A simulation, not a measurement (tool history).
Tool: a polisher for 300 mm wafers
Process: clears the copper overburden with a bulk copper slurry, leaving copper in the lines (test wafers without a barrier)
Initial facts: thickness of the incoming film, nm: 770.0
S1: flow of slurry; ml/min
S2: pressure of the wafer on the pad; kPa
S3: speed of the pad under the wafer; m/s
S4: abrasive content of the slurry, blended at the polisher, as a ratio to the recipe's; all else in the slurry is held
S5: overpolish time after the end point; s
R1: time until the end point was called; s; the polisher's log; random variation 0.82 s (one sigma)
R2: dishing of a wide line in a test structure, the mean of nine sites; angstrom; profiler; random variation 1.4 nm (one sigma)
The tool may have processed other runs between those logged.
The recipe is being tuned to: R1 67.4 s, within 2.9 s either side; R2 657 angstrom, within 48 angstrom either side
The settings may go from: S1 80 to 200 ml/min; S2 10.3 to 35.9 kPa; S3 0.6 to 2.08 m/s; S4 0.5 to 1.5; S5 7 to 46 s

run	day	S1	S2	S3	S4	S5	R1	R2
1	0	130	22.8	1.34	1	24	46.691	686.57
2	0.221	130	26.9	1.34	1	24	40.604	700.2
3	0.517	130	22.1	1.34	1	24	47.382	699.47
4	0.725	130	20	1.32	1	21	55.048	662.01
5	0.912	130	20	1.46	1	21	47.726	682.02
6	1.054	130	20	1.58	1	21	43.914	665.65
7	1.412	130	17.2	1.56	1	23	53.002	659.26
8	1.496	130	16.5	1.56	1	25	54.986	648
9	1.762	130	15.9	1.52	1	26	59.685	629.52
10	1.938	120	15.9	1.48	1	22	60.41	619.47
11	2.175	130	15.2	1.46	1	23	63.055	624.83

Next run, 5 choices. One meets every target within its allowed miss, the rest don't. Which?
A	2.412	160	17.2	1.18	0.85	32	?	?
B	2.412	175	17.9	1.24	0.8	30	?	?
C	2.412	200	16.5	1.28	1	35	?	?
D	2.412	100	10.3	2.02	1.25	19	?	?
E	2.412	135	18.6	1.22	1	26	?	?

move	R1	R2
A	67.672	650.29
B	61.729	655.11
C	61.384	653.87
D	68.276	558.45
E	61.364	649.93
A: every result within its allowed miss
B: its largest miss is bigger than the last run's
C: its largest miss is bigger than the last run's
D: brings the result that was furthest off to its target, and leaves another outside
E: its largest miss is bigger than the last run's
Move A is the one to make.
